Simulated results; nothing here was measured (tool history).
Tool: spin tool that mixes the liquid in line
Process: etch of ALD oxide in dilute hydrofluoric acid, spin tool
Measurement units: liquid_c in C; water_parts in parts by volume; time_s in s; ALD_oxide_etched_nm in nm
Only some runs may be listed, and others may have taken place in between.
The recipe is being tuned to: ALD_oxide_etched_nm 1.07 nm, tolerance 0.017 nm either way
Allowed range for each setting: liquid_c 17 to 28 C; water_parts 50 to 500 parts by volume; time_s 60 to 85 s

run 1 hour=0 | liquid_c=20 water_parts=275 time_s=85 | ALD_oxide_etched_nm=2.7352
run 2 hour=8.9 | liquid_c=20 water_parts=275 time_s=60 | ALD_oxide_etched_nm=1.9198
run 3 hour=11.3 | liquid_c=20 water_parts=275 time_s=85 | ALD_oxide_etched_nm=2.727
run 4 hour=16.3 | liquid_c=20 water_parts=275 time_s=85 | ALD_oxide_etched_nm=2.7359
run 5 hour=19.7 | liquid_c=20 water_parts=365 time_s=85 | ALD_oxide_etched_nm=1.8962
run 6 hour=23 | liquid_c=17.5 water_parts=365 time_s=85 | ALD_oxide_etched_nm=1.739
run 7 hour=29.9 | liquid_c=17.5 water_parts=400 time_s=85 | ALD_oxide_etched_nm=1.5454
run 8 hour=32.6 | liquid_c=17.5 water_parts=430 time_s=85 | ALD_oxide_etched_nm=1.4178
run 9 hour=36.9 | liquid_c=17.5 water_parts=450 time_s=85 | ALD_oxide_etched_nm=1.3273
-- hour=44.4 hydrofluoric acid flow meter replaced
run 10 hour=44.4 | liquid_c=17.5 water_parts=465 time_s=85 | ALD_oxide_etched_nm=1.1031

4 candidate next runs follow, results not yet known. Just one meets every target within its allowed miss. Identify it.
run A hour=51.9 | liquid_c=17.5 water_parts=430 time_s=75 | ALD_oxide_etched_nm=?
run B hour=51.9 | liquid_c=17.5 water_parts=350 time_s=60 | ALD_oxide_etched_nm=?
run C hour=51.9 | liquid_c=18.5 water_parts=500 time_s=85 | ALD_oxide_etched_nm=?
run D hour=51.9 | liquid_c=17 water_parts=455 time_s=85 | ALD_oxide_etched_nm=?

move=A ALD_oxide_etched_nm=1.0735
move=B ALD_oxide_etched_nm=1.1239
move=C ALD_oxide_etched_nm=1.0271
move=D ALD_oxide_etched_nm=1.1084
A: every result within its allowed miss
B: the biggest miss grows against the last run
C: takes the result that was furthest off past its target
D: the biggest miss grows against the last run
Answer: A

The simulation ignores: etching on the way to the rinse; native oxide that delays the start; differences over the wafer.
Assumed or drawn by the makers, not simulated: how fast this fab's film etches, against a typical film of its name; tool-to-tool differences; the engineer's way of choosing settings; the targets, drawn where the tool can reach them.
